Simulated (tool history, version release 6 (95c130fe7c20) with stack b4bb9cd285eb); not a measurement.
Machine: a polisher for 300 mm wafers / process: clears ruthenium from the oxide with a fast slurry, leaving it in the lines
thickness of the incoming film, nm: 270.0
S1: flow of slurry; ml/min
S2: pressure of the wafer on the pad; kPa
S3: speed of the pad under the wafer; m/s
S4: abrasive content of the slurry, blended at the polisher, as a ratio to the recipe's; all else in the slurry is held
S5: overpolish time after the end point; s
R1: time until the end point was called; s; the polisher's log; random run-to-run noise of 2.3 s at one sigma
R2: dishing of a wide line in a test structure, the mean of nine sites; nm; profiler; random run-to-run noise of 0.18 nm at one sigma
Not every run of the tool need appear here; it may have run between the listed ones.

{"run": 1, "hour": 0.0, "S1": 155, "S2": 16.5, "S3": 1.2, "S4": 1.0, "S5": 23, "R1": 66.673, "R2": 61.117}
{"run": 2, "hour": 4.3, "S1": 150, "S2": 13.8, "S3": 0.98, "S4": 0.85, "S5": 18, "R1": 109.85, "R2": 31.43}
{"run": 3, "hour": 12.1, "S1": 150, "S2": 13.8, "S3": 0.88, "S4": 0.85, "S5": 18, "R1": 120.87, "R2": 28.862}
{"run": 4, "hour": 12.8, "S1": 160, "S2": 11.7, "S3": 0.78, "S4": 0.8, "S5": 14, "R1": 167.56, "R2": 17.252}
{"hour": 17.7, "done": "worn pad replaced by a new one"}
{"run": 5, "hour": 17.7, "S1": 160, "S2": 10.3, "S3": 0.76, "S4": 0.8, "S5": 12, "R1": 175.79, "R2": 13.753}
{"run": 6, "hour": 22.2, "S1": 160, "S2": 9.7, "S3": 0.72, "S4": 0.8, "S5": 12, "R1": 195.74, "R2": 12.555}

The next listed run, before its measurement:
{"run": 7, "hour": 25.6, "S1": 145, "S2": 7.6, "S3": 0.68, "S4": 0.8, "S5": 9, "R1": "?", "R2": "?"}

Run 7 came out at R1 263.400 s, R2 7.0742 nm.
